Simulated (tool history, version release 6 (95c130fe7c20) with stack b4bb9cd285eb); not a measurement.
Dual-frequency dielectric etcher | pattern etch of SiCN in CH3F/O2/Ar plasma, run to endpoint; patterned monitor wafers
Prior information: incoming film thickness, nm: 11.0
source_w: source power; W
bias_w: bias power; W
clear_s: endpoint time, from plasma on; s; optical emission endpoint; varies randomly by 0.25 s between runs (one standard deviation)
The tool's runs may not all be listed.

| run | hour | source_w | bias_w | clear_s |
|---|---|---|---|---|
| 1 | 0 | 470 | 94 | 25.924 |
| 2 | 7.3 | 510 | 94 | 25.013 |
| 3 | 8.7 | 440 | 87 | 27.48 |
| 4 | 17.2 | 530 | 87 | 26.073 |
| 5 | 24.1 | 480 | 80 | 28.091 |
| 6 | 26.4 | 480 | 87 | 26.63 |
| 7 | 34.1 | 440 | 81 | 29.351 |

Run 8 is up next; what results do you expect?
| 8 | 38.5 | 420 | 80 | ? |

For run 8 the tool returned clear_s 29.679 s.
